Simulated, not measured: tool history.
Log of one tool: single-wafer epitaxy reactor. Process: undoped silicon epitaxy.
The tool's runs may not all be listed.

run	day	wafer temperature setpoint (pyrometer-controlled) (K)	deposition time (s)	mean film thickness on the monitor wafer (nm)
1	0	933.15	164	33.083
2	0.283	941.15	164	39.792
3	0.408	951.15	164	50.796
4	0.762	947.15	164	46.089
5	0.817	943.15	164	41.782
6	0.983	934.15	164	33.735

Forecast run 7:
7	1.121	933.15	164	?

{"run 7": {"mean film thickness on the monitor wafer (nm)": 33.046}}
